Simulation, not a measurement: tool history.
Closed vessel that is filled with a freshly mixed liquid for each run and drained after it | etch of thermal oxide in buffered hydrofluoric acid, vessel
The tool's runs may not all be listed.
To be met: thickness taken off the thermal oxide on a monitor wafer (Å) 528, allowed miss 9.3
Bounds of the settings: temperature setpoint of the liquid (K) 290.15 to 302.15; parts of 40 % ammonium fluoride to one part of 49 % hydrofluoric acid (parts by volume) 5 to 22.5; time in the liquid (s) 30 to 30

run	hour	temperature setpoint of the liquid (K)	parts of 40 % ammonium fluoride to one part of 49 % hydrofluoric acid (parts by volume)	time in the liquid (s)	thickness taken off the thermal oxide on a monitor wafer (Å)
1	0	294.15	13.5	30	200.19
2	9	296.15	12	30	254.4
3	13.8	297.65	12	30	274.86
4	17.5	297.65	12	30	273.31
5	19.3	298.65	11	30	317.57
6	22.8	298.65	9.5	30	358.89
# hour 24.1: thermometer replaced
7	24.1	299.65	9	30	418.46
8	26	300.15	9	30	431.16
9	34.4	300.65	9	30	440.74

5 next moves are on the table. One of them brings every result within its allowed miss. Which?
A	42.8	299.65	7.5	30	?
B	42.8	299.15	7.5	30	?
C	42.8	301.65	8.5	30	?
D	42.8	300.15	7.5	30	?
E	42.8	302.15	8	30	?

move	thickness taken off the thermal oxide on a monitor wafer (Å)
A	515.66
B	502.01
C	500.96
D	529.64
E	549.26
A: nearer than the last run, and not there yet
B: nearer than the last run, and not there yet
C: nearer than the last run, and not there yet
D: meets every target
E: takes the result that was furthest off past its target
Answer: D
